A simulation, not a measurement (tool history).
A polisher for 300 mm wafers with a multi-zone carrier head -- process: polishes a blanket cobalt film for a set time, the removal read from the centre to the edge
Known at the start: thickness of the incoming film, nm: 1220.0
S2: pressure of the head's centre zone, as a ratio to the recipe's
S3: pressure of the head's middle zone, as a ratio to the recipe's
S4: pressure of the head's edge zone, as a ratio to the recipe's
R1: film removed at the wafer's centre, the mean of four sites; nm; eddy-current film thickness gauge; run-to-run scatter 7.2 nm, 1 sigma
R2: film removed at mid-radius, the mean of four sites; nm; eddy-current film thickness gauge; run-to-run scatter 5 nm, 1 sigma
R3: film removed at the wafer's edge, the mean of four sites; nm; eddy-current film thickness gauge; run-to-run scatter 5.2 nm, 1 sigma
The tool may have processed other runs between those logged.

Run 1, hour 0: flow of slurry (ml/min) 285, S2 1, S3 1, S4 1, polishing time (s) 68. Result: R1 372.21 nm, R2 360.34 nm, R3 346.66 nm.
Run 2, hour 3.9: flow of slurry (ml/min) 245, S2 1, S3 1, S4 1, polishing time (s) 68. Result: R1 368.53 nm, R2 359.56 nm, R3 337.06 nm.
Run 3, hour 12.1: flow of slurry (ml/min) 245, S2 1, S3 0.94, S4 1, polishing time (s) 68. Result: R1 368.54 nm, R2 335.49 nm, R3 336.13 nm.
Run 4, hour 13.4: flow of slurry (ml/min) 245, S2 1, S3 0.94, S4 1.05, polishing time (s) 68. Result: R1 366.26 nm, R2 348.18 nm, R3 348.13 nm.
Run 5, hour 18: flow of slurry (ml/min) 245, S2 0.95, S3 0.94, S4 1.05, polishing time (s) 68. Result: R1 346.91 nm, R2 341.58 nm, R3 345.89 nm.
Run 6, hour 24.7: flow of slurry (ml/min) 260, S2 0.98, S3 0.97, S4 1.08, polishing time (s) 72. Result: R1 375.97 nm, R2 380.38 nm, R3 372.43 nm.
Run 7, hour 27.9: flow of slurry (ml/min) 280, S2 1.08, S3 1.03, S4 1.15, polishing time (s) 91. Result: R1 529.74 nm, R2 495.48 nm, R3 495.98 nm.
Run 8, hour 36.8: flow of slurry (ml/min) 285, S2 1.08, S3 1.05, S4 1.15, polishing time (s) 92. Result: R1 543.7 nm, R2 514.12 nm, R3 496.21 nm.
Run 9, hour 43: flow of slurry (ml/min) 290, S2 1.08, S3 1.06, S4 1.16, polishing time (s) 93. Result: R1 544.51 nm, R2 525.65 nm, R3 504.57 nm.
Run 10, hour 46.8: flow of slurry (ml/min) 290, S2 1.08, S3 1.07, S4 1.16, polishing time (s) 94. Result: R1 559.23 nm, R2 535.01 nm, R3 514.99 nm.
Run 11, hour 55.5: flow of slurry (ml/min) 295, S2 1.08, S3 1.08, S4 1.16, polishing time (s) 95. Result: R1 564.14 nm, R2 546.88 nm, R3 511.21 nm.
At hour 56.5: edge zone pressure recalibrated.
Run 12, hour 56.5: flow of slurry (ml/min) 295, S2 1.07, S3 1.08, S4 1.16, polishing time (s) 96. Result: R1 553.3 nm, R2 551.73 nm, R3 538.84 nm.

Run 13, settings as shown, results not yet in. Your forecast:
Run 13, hour 57.6: flow of slurry (ml/min) 295, S2 1.08, S3 1.09, S4 1.16, polishing time (s) 96. Result: R1 ?, R2 ?, R3 ?.

R1: 564.83 nm
R2: 544.16 nm
R3: 538.93 nm
